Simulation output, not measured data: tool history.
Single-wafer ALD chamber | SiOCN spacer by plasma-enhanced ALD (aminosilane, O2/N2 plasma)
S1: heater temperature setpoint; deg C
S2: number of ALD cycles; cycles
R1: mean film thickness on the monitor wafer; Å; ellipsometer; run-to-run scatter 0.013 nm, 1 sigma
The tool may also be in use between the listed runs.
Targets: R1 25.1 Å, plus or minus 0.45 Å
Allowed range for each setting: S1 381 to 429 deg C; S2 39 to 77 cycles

{"run": 1, "hour": 0.0, "S1": 405, "S2": 58, "R1": 33.129}
{"run": 2, "hour": 3.0, "S1": 408, "S2": 54, "R1": 30.684}
{"run": 3, "hour": 3.8, "S1": 416, "S2": 54, "R1": 29.756}
{"run": 4, "hour": 8.1, "S1": 418, "S2": 52, "R1": 28.486}
{"run": 5, "hour": 17.1, "S1": 420, "S2": 50, "R1": 27.481}
{"run": 6, "hour": 18.2, "S1": 416, "S2": 50, "R1": 27.827}
{"run": 7, "hour": 21.1, "S1": 418, "S2": 49, "R1": 27.104}
{"run": 8, "hour": 25.2, "S1": 420, "S2": 48, "R1": 26.243}
{"run": 9, "hour": 32.0, "S1": 421, "S2": 48, "R1": 26.088}
{"run": 10, "hour": 39.0, "S1": 421, "S2": 48, "R1": 26.342}
{"run": 11, "hour": 42.5, "S1": 422, "S2": 47, "R1": 25.598}

Which of these 4 next moves meets every target?
{"run": "A", "hour": 46.0, "S1": 426, "S2": 49, "R1": "?"}
{"run": "B", "hour": 46.0, "S1": 421, "S2": 48, "R1": "?"}
{"run": "C", "hour": 46.0, "S1": 416, "S2": 45, "R1": "?"}
{"run": "D", "hour": 46.0, "S1": 427, "S2": 49, "R1": "?"}

move=A R1=26.536
move=B R1=26.364
move=C R1=25.062
move=D R1=26.461
A: lands further from the targets than the last run did
B: lands further from the targets than the last run did
C: hits every target within its allowed miss
D: lands further from the targets than the last run did
Go with C: it meets all targets.
